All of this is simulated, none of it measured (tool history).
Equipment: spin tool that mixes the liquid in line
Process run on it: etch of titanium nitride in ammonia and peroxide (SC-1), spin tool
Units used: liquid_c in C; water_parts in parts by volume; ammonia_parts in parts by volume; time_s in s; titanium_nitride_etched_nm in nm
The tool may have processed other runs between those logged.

Run 1, hour 0.0: liquid_c 52.0 C, water_parts 14 parts by volume, ammonia_parts 0.75 parts by volume, time_s 70 s. Result: titanium_nitride_etched_nm 2.3062 nm.
Run 2, hour 4.9: liquid_c 52.0 C, water_parts 14 parts by volume, ammonia_parts 0.65 parts by volume, time_s 70 s. Result: titanium_nitride_etched_nm 2.2839 nm.
Run 3, hour 13.9: liquid_c 56.0 C, water_parts 14 parts by volume, ammonia_parts 0.65 parts by volume, time_s 70 s. Result: titanium_nitride_etched_nm 2.9773 nm.
Run 4, hour 19.4: liquid_c 57.0 C, water_parts 14 parts by volume, ammonia_parts 0.65 parts by volume, time_s 70 s. Result: titanium_nitride_etched_nm 3.1523 nm.
Run 5, hour 24.1: liquid_c 58.0 C, water_parts 14 parts by volume, ammonia_parts 0.65 parts by volume, time_s 70 s. Result: titanium_nitride_etched_nm 3.3858 nm.
Run 6, hour 29.3: liquid_c 58.5 C, water_parts 14 parts by volume, ammonia_parts 0.65 parts by volume, time_s 70 s. Result: titanium_nitride_etched_nm 3.5595 nm.
Run 7, hour 37.2: liquid_c 59.0 C, water_parts 14 parts by volume, ammonia_parts 0.65 parts by volume, time_s 70 s. Result: titanium_nitride_etched_nm 3.6042 nm.

Run 8 comes next. What will it give?
Run 8, hour 44.3: liquid_c 59.5 C, water_parts 14 parts by volume, ammonia_parts 0.65 parts by volume, time_s 70 s. Result: titanium_nitride_etched_nm ?.

{"run 8": {"titanium_nitride_etched_nm": 3.8002}}
